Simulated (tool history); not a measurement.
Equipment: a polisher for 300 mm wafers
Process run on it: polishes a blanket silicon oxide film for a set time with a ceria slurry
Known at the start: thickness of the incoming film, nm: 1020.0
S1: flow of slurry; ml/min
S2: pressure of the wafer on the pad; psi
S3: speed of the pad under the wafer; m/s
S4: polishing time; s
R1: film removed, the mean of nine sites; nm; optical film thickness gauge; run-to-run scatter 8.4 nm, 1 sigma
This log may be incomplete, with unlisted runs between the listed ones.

Run 1, hour 0.0: S1 210 ml/min, S2 4.0 psi, S3 1.24 m/s, S4 54 s. Result: R1 338.20 nm.
Run 2, hour 8.4: S1 210 ml/min, S2 4.0 psi, S3 1.02 m/s, S4 54 s. Result: R1 277.28 nm.
Run 3, hour 17.2: S1 210 ml/min, S2 4.5 psi, S3 1.10 m/s, S4 54 s. Result: R1 329.37 nm.
Run 4, hour 23.9: S1 260 ml/min, S2 4.5 psi, S3 1.10 m/s, S4 54 s. Result: R1 347.16 nm.
Run 5, hour 29.7: S1 260 ml/min, S2 4.5 psi, S3 0.84 m/s, S4 54 s. Result: R1 264.02 nm.
Run 6, hour 30.5: S1 280 ml/min, S2 4.5 psi, S3 0.84 m/s, S4 54 s. Result: R1 266.86 nm.
Run 7, hour 37.2: S1 280 ml/min, S2 4.9 psi, S3 0.96 m/s, S4 54 s. Result: R1 334.08 nm.
Run 8, hour 38.3: S1 280 ml/min, S2 4.9 psi, S3 0.96 m/s, S4 54 s. Result: R1 330.67 nm.
Run 9, hour 45.8: S1 280 ml/min, S2 5.2 psi, S3 1.06 m/s, S4 54 s. Result: R1 373.90 nm.
Run 10, hour 52.6: S1 280 ml/min, S2 5.4 psi, S3 1.16 m/s, S4 54 s. Result: R1 425.83 nm.
Run 11, hour 56.7: S1 280 ml/min, S2 5.6 psi, S3 1.24 m/s, S4 54 s. Result: R1 457.16 nm.
Run 12, hour 64.1: S1 280 ml/min, S2 5.7 psi, S3 1.32 m/s, S4 54 s. Result: R1 503.65 nm.
Run 13, hour 66.1: S1 280 ml/min, S2 5.8 psi, S3 1.38 m/s, S4 54 s. Result: R1 536.86 nm.
Run 14, hour 71.3: S1 280 ml/min, S2 5.9 psi, S3 1.42 m/s, S4 54 s. Result: R1 559.71 nm.
Run 15, hour 71.9: S1 280 ml/min, S2 6.0 psi, S3 1.46 m/s, S4 54 s. Result: R1 590.04 nm.
Run 16, hour 75.2: S1 280 ml/min, S2 6.0 psi, S3 1.46 m/s, S4 54 s. Result: R1 591.73 nm.
Run 17, hour 79.6: S1 280 ml/min, S2 6.0 psi, S3 1.48 m/s, S4 54 s. Result: R1 599.60 nm.

Run 18, settings as shown, results not yet in. Your forecast:
Run 18, hour 81.7: S1 280 ml/min, S2 6.0 psi, S3 1.48 m/s, S4 54 s. Result: R1 ?.

{"run 18": {"R1": 603.86}}
